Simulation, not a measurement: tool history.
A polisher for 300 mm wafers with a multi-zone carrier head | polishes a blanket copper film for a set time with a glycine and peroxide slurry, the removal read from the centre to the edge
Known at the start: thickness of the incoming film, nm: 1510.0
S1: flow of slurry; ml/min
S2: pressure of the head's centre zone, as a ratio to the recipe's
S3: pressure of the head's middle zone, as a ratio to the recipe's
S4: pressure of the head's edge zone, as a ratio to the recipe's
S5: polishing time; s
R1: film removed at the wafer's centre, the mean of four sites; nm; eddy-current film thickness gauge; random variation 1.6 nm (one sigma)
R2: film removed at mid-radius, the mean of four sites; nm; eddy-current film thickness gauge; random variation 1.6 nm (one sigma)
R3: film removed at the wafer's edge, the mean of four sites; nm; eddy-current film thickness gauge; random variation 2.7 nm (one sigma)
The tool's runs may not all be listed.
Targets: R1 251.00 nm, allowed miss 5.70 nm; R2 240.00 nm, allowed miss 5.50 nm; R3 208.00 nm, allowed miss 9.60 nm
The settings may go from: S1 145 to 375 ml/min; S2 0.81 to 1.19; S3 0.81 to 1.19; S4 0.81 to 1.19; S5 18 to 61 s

run 1 hour=0.0 | S1=240 S2=1.00 S3=1.00 S4=1.00 S5=39 | R1=208.38 R2=210.41 R3=210.17
run 2 hour=3.7 | S1=240 S2=1.00 S3=1.00 S4=1.00 S5=43 | R1=232.47 R2=231.48 R3=226.44
run 3 hour=5.4 | S1=205 S2=1.00 S3=1.00 S4=1.00 S5=43 | R1=223.54 R2=228.18 R3=220.30
run 4 hour=10.7 | S1=205 S2=1.06 S3=1.00 S4=1.00 S5=43 | R1=236.74 R2=228.30 R3=227.19
run 5 hour=18.4 | S1=205 S2=1.14 S3=1.00 S4=1.00 S5=43 | R1=256.91 R2=230.04 R3=226.27
run 6 hour=20.0 | S1=205 S2=1.14 S3=1.02 S4=0.96 S5=43 | R1=253.42 R2=230.56 R3=218.28
run 7 hour=27.8 | S1=205 S2=1.14 S3=1.04 S4=0.94 S5=43 | R1=252.18 R2=234.50 R3=217.36
run 8 hour=28.6 | S1=205 S2=1.14 S3=1.05 S4=0.92 S5=43 | R1=254.95 R2=237.13 R3=217.82

Which of these 5 next moves meets every target?
run A hour=29.4 | S1=220 S2=1.15 S3=1.03 S4=0.97 S5=42 | R1=? R2=? R3=?
run B hour=29.4 | S1=180 S2=1.17 S3=1.14 S4=0.89 S5=42 | R1=? R2=? R3=?
run C hour=29.4 | S1=310 S2=1.08 S3=1.00 S4=0.97 S5=43 | R1=? R2=? R3=?
run D hour=29.4 | S1=145 S2=1.09 S3=0.99 S4=0.99 S5=49 | R1=? R2=? R3=?
run E hour=29.4 | S1=150 S2=1.05 S3=0.89 S4=0.87 S5=51 | R1=? R2=? R3=?

move=A R1=256.32 R2=231.43 R3=217.57
move=B R1=251.36 R2=239.23 R3=203.66
move=C R1=257.96 R2=242.51 R3=230.00
move=D R1=258.84 R2=242.90 R3=241.80
move=E R1=261.74 R2=238.58 R3=238.61
A: brings the result that was furthest off to its target, and leaves another outside
B: meets every target
C: further off than the last run
D: further off than the last run
E: further off than the last run
Answer: B

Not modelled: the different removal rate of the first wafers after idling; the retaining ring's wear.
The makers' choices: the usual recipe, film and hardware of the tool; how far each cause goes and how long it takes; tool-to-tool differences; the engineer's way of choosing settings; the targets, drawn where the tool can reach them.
